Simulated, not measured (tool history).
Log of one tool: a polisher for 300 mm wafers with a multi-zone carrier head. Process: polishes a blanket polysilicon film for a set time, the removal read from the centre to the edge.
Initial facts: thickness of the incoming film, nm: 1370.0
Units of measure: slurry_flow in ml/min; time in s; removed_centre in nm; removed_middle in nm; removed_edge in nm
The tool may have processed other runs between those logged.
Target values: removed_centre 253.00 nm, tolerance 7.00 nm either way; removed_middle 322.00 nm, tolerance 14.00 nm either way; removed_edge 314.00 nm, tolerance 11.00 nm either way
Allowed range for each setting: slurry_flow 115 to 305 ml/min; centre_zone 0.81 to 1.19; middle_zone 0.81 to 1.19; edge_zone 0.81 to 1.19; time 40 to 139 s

{"run": 1, "hour": 0.0, "slurry_flow": 195, "centre_zone": 1.0, "middle_zone": 1.0, "edge_zone": 1.0, "time": 89, "removed_centre": 425.48, "removed_middle": 420.5, "removed_edge": 413.57}
{"run": 2, "hour": 5.8, "slurry_flow": 180, "centre_zone": 0.95, "middle_zone": 1.01, "edge_zone": 1.01, "time": 83, "removed_centre": 364.55, "removed_middle": 390.65, "removed_edge": 393.16}
{"run": 3, "hour": 14.3, "slurry_flow": 180, "centre_zone": 0.95, "middle_zone": 0.95, "edge_zone": 1.01, "time": 83, "removed_centre": 369.44, "removed_middle": 376.84, "removed_edge": 397.16}
{"run": 4, "hour": 20.7, "slurry_flow": 180, "centre_zone": 0.95, "middle_zone": 1.03, "edge_zone": 1.01, "time": 83, "removed_centre": 368.71, "removed_middle": 398.99, "removed_edge": 391.62}
{"run": 5, "hour": 29.4, "slurry_flow": 180, "centre_zone": 0.95, "middle_zone": 1.1, "edge_zone": 1.01, "time": 83, "removed_centre": 367.39, "removed_middle": 420.22, "removed_edge": 388.32}
{"run": 6, "hour": 31.5, "slurry_flow": 180, "centre_zone": 0.95, "middle_zone": 1.1, "edge_zone": 1.01, "time": 102, "removed_centre": 455.88, "removed_middle": 528.85, "removed_edge": 478.99}
{"run": 7, "hour": 38.1, "slurry_flow": 170, "centre_zone": 0.92, "middle_zone": 1.08, "edge_zone": 0.99, "time": 93, "removed_centre": 401.29, "removed_middle": 454.88, "removed_edge": 431.26}
{"run": 8, "hour": 43.5, "slurry_flow": 130, "centre_zone": 0.82, "middle_zone": 1.15, "edge_zone": 1.03, "time": 68, "removed_centre": 242.09, "removed_middle": 332.47, "removed_edge": 306.29}

Which single option among these 5 for the next run brings every result within its allowed miss of target? Just one does.
{"run": "A", "hour": 48.9, "slurry_flow": 140, "centre_zone": 0.81, "middle_zone": 1.02, "edge_zone": 1.13, "time": 71, "removed_centre": "?", "removed_middle": "?", "removed_edge": "?"}
{"run": "B", "hour": 48.9, "slurry_flow": 140, "centre_zone": 0.82, "middle_zone": 1.11, "edge_zone": 0.98, "time": 75, "removed_centre": "?", "removed_middle": "?", "removed_edge": "?"}
{"run": "C", "hour": 48.9, "slurry_flow": 115, "centre_zone": 0.87, "middle_zone": 1.11, "edge_zone": 1.06, "time": 70, "removed_centre": "?", "removed_middle": "?", "removed_edge": "?"}
{"run": "D", "hour": 48.9, "slurry_flow": 115, "centre_zone": 0.89, "middle_zone": 1.02, "edge_zone": 1.04, "time": 75, "removed_centre": "?", "removed_middle": "?", "removed_edge": "?"}
{"run": "E", "hour": 48.9, "slurry_flow": 120, "centre_zone": 0.93, "middle_zone": 1.08, "edge_zone": 1.02, "time": 70, "removed_centre": "?", "removed_middle": "?", "removed_edge": "?"}

move=A removed_centre=250.98 removed_middle=324.10 removed_edge=345.97
move=B removed_centre=268.59 removed_middle=368.00 removed_edge=340.16
move=C removed_centre=251.84 removed_middle=327.08 removed_edge=318.84
move=D removed_centre=275.91 removed_middle=326.05 removed_edge=338.82
move=E removed_centre=272.83 removed_middle=323.08 removed_edge=315.47
A: brings the last run's worst result on target, with another outside its allowed miss
B: moves the result that the last run missed by most past its target, out the other side
C: each result inside its tolerance
D: moves the result that the last run missed by most past its target, out the other side
E: moves the result that the last run missed by most past its target, out the other side
So the answer is move C, the one that meets all the targets.

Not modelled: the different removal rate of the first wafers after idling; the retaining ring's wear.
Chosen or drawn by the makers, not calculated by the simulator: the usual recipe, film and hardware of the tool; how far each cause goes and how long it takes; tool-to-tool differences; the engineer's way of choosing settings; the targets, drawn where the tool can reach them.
